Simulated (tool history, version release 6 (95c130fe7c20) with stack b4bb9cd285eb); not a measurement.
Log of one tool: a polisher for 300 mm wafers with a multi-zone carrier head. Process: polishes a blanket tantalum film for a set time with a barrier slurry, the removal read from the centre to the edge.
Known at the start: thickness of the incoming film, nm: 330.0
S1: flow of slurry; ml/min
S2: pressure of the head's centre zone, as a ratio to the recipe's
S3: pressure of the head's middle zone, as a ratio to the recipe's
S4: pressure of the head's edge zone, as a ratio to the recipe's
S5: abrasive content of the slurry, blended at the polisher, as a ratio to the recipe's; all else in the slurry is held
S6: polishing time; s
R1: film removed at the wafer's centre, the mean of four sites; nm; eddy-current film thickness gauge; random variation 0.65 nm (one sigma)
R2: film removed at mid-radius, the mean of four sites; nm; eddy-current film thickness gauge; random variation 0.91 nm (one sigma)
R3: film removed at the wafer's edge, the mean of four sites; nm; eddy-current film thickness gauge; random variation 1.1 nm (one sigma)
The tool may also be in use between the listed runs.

Run 1, hour 0: S1 135 ml/min, S2 1, S3 1, S4 1, S5 1, S6 44 s. Result: R1 110.86 nm, R2 108.97 nm, R3 101.25 nm.
Run 2, hour 3.6: S1 125 ml/min, S2 0.96, S3 1.03, S4 1.03, S5 0.9, S6 42 s. Result: R1 96.413 nm, R2 99.934 nm, R3 93.273 nm.
Run 3, hour 6.7: S1 115 ml/min, S2 0.93, S3 1.06, S4 1.05, S5 0.85, S6 41 s. Result: R1 86.236 nm, R2 96.019 nm, R3 90.202 nm.
Run 4, hour 15.1: S1 110 ml/min, S2 0.91, S3 1.08, S4 1.05, S5 0.8, S6 41 s. Result: R1 83.048 nm, R2 96.654 nm, R3 86.966 nm.
Run 5, hour 18.5: S1 125 ml/min, S2 0.91, S3 1.08, S4 1.05, S5 0.8, S6 41 s. Result: R1 86.064 nm, R2 95.076 nm, R3 90.36 nm.
Run 6, hour 24.7: S1 115 ml/min, S2 0.89, S3 1.1, S4 1.06, S5 0.75, S6 40 s. Result: R1 75.625 nm, R2 94.134 nm, R3 83.265 nm.

Forecast run 7:
Run 7, hour 27.3: S1 85 ml/min, S2 0.81, S3 1.02, S4 1.08, S5 0.6, S6 39 s. Result: R1 ?, R2 ?, R3 ?.

{"run 7": {"R1": 55.16, "R2": 68.309, "R3": 69.47}}

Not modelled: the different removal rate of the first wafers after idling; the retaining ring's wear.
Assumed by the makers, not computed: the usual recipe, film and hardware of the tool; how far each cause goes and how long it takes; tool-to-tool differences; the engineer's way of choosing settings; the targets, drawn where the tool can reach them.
